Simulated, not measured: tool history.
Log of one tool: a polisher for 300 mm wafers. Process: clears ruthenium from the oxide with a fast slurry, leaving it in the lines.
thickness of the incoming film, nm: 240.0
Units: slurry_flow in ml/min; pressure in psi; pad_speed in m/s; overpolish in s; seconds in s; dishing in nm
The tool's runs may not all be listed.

run,hour,slurry_flow,pressure,pad_speed,slurry_solids,overpolish,seconds,dishing
1,0.0,130,3.2,1.16,1.0,14,50.228,24.994
2,0.7,130,3.7,1.16,1.0,14,44.615,26.079
3,2.6,120,3.5,1.16,1.0,15,48.356,25.311
4,9.8,120,3.5,1.16,1.0,13,47.616,24.716
# hour 18.0: head pressure recalibrated
5,18.0,115,3.4,1.16,1.0,15,46.519,25.783
6,21.0,135,3.4,1.16,1.0,15,43.156,26.124
7,27.1,100,3.0,1.16,1.0,19,51.714,26.144

Forecast run 8:
8,33.6,95,2.9,1.16,1.0,20,?,?

{"run 8": {"seconds": 53.867, "dishing": 26.129}}
